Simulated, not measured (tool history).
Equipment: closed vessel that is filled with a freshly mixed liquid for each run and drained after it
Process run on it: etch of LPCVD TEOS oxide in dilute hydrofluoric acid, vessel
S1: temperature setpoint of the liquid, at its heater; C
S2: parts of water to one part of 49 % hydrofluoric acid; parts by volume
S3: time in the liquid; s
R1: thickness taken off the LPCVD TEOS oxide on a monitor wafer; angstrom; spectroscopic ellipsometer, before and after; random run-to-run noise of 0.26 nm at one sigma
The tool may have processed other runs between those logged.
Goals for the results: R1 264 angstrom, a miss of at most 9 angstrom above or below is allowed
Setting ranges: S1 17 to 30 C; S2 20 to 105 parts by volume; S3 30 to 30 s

{"run": 1, "day": 0.0, "S1": 22, "S2": 55, "S3": 30, "R1": 115.42}
{"run": 2, "day": 0.046, "S1": 23, "S2": 50, "S3": 30, "R1": 130.55}
{"run": 3, "day": 0.217, "S1": 25, "S2": 50, "S3": 30, "R1": 144.79}
{"run": 4, "day": 0.529, "S1": 25.5, "S2": 45, "S3": 30, "R1": 162.94}
{"run": 5, "day": 0.829, "S1": 25.5, "S2": 45, "S3": 30, "R1": 163.05}
{"run": 6, "day": 0.979, "S1": 23, "S2": 45, "S3": 30, "R1": 146.65}
{"run": 7, "day": 1.033, "S1": 24, "S2": 45, "S3": 30, "R1": 153.27}
{"run": 8, "day": 1.1, "S1": 28, "S2": 25, "S3": 30, "R1": 336.71}
{"run": 9, "day": 1.4, "S1": 27.5, "S2": 25, "S3": 30, "R1": 324.92}
{"run": 10, "day": 1.6, "S1": 27, "S2": 25, "S3": 30, "R1": 322.07}
{"run": 11, "day": 1.658, "S1": 26.5, "S2": 25, "S3": 30, "R1": 319.04}
{"run": 12, "day": 1.733, "S1": 26, "S2": 25, "S3": 30, "R1": 309.52}
{"run": 13, "day": 1.921, "S1": 25.5, "S2": 25, "S3": 30, "R1": 298.79}
{"run": 14, "day": 2.083, "S1": 25, "S2": 25, "S3": 30, "R1": 290.42}
{"run": 15, "day": 2.138, "S1": 24.5, "S2": 25, "S3": 30, "R1": 288}
{"run": 16, "day": 2.296, "S1": 24, "S2": 25, "S3": 30, "R1": 286.76}
{"run": 17, "day": 2.458, "S1": 23.5, "S2": 25, "S3": 30, "R1": 277.03}
{"day": 2.775, "done": "hydrofluoric acid flow meter replaced"}
{"run": 18, "day": 2.775, "S1": 22.5, "S2": 25, "S3": 30, "R1": 282.7}
{"run": 19, "day": 3.079, "S1": 22, "S2": 25, "S3": 30, "R1": 273.15}

Exercise: of the 5 proposed moves below, exactly one satisfies all targets within the stated allowed misses. Which move is it?
{"run": "A", "day": 3.383, "S1": 27.5, "S2": 30, "S3": 30, "R1": "?"}
{"run": "B", "day": 3.383, "S1": 21, "S2": 25, "S3": 30, "R1": "?"}
{"run": "C", "day": 3.383, "S1": 22.5, "S2": 25, "S3": 30, "R1": "?"}
{"run": "D", "day": 3.383, "S1": 24, "S2": 30, "S3": 30, "R1": "?"}
{"run": "E", "day": 3.383, "S1": 23.5, "S2": 30, "S3": 30, "R1": "?"}

move=A R1=289.32
move=B R1=266.28
move=C R1=283.9
move=D R1=250.37
move=E R1=245.18
A: lands further from the targets than the last run did
B: each result inside its tolerance
C: lands further from the targets than the last run did
D: carries the result that was furthest off beyond its target, to the other side
E: carries the result that was furthest off beyond its target, to the other side
So the answer is move B, the one that meets all the targets.
